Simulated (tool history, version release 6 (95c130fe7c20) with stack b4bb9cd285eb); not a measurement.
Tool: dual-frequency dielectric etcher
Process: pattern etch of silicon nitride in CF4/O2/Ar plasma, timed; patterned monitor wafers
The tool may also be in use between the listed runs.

run  hour  source power (W)  bias power (W)  Ar flow (sccm)  CF4 flow (sccm)  etch time (s)  mean etch depth across the wafer (Å)
  1   0.0               500              37             108              139           20.5                                354.62
  2   8.6               480              37             108              139           20.5                                342.48
  3   9.7               450              37             108              139           20.5                                325.58
  4  15.6               450              37             118              139           20.5                                323.94
  5  16.7               450              43             118              139           20.5                                347.35
  6  20.6               450              43             111              139           20.5                                348.31
  7  25.7               430              43             111              139           20.5                                339.18
  8  28.7               410              43             111              139           20.5                                327.37

The next listed run, before its measurement:
  9  32.8               400              43             111              139           20.5                                     ?

Run 9 gave mean etch depth across the wafer (Å) 323.29.
